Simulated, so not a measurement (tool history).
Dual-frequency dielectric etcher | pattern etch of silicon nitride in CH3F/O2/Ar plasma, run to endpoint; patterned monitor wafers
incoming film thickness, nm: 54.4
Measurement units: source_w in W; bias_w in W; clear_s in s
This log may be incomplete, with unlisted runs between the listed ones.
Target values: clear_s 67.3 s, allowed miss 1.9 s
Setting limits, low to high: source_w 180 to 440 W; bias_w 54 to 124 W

run 1 hour=0 | source_w=310 bias_w=89 | clear_s=76.284
run 2 hour=0.8 | source_w=320 bias_w=90 | clear_s=75.323
run 3 hour=7.7 | source_w=270 bias_w=90 | clear_s=78.895
run 4 hour=9 | source_w=280 bias_w=92 | clear_s=78.449
run 5 hour=10.6 | source_w=290 bias_w=94 | clear_s=75.955
run 6 hour=19.1 | source_w=300 bias_w=95 | clear_s=74.548
-- hour=22.2 source power generator calibrated
run 7 hour=22.2 | source_w=310 bias_w=96 | clear_s=74.578
run 8 hour=28.9 | source_w=320 bias_w=98 | clear_s=72.944
run 9 hour=32.1 | source_w=330 bias_w=99 | clear_s=70.788

Exercise: of the 4 proposed moves below, exactly one satisfies all targets within the stated allowed misses. Which move is it?
run A hour=35.3 | source_w=360 bias_w=92 | clear_s=?
run B hour=35.3 | source_w=310 bias_w=95 | clear_s=?
run C hour=35.3 | source_w=340 bias_w=109 | clear_s=?
run D hour=35.3 | source_w=320 bias_w=102 | clear_s=?

move=A clear_s=72.126
move=B clear_s=75.101
move=C clear_s=68.096
move=D clear_s=71.806
A: further off than the last run
B: further off than the last run
C: all results land within tolerance of their targets
D: further off than the last run
Answer: C
